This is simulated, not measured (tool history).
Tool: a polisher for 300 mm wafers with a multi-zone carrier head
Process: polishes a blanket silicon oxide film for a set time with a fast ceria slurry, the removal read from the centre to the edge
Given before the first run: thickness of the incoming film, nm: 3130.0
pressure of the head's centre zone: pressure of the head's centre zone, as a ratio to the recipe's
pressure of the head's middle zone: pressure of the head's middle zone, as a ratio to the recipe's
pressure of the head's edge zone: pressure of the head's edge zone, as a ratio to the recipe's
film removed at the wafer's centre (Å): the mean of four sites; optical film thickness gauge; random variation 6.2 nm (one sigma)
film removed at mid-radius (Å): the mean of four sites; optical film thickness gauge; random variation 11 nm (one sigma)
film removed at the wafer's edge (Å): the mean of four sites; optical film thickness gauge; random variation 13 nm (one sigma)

run,day,flow of slurry (ml/min),pressure of the head's centre zone,pressure of the head's middle zone,pressure of the head's edge zone,polishing time (s),film removed at the wafer's centre (Å),film removed at mid-radius (Å),film removed at the wafer's edge (Å)
1,0,235,1,1,1,75,10589,10447,10580
2,0.142,230,0.97,1,1,75,10256,10466,10694
3,0.242,230,0.97,1,1,89,12190,12332,12395
4,0.362,230,0.97,1,1,103,14083,14220,14514
5,0.562,225,0.94,1,0.99,98,12924,13704,13743
6,0.808,220,0.92,0.99,0.98,94,12364,12736,13027
7,0.971,220,0.9,1,0.98,90,11366,12568,12426
8,1.275,215,0.89,1,0.98,87,10900,12015,11775

The next listed run, before its measurement:
9,1.592,185,0.81,1.03,1.07,72,?,?,?

Run 9 yielded film removed at the wafer's centre (Å) 8221.3, film removed at mid-radius (Å) 9890.9, film removed at the wafer's edge (Å) 10212.

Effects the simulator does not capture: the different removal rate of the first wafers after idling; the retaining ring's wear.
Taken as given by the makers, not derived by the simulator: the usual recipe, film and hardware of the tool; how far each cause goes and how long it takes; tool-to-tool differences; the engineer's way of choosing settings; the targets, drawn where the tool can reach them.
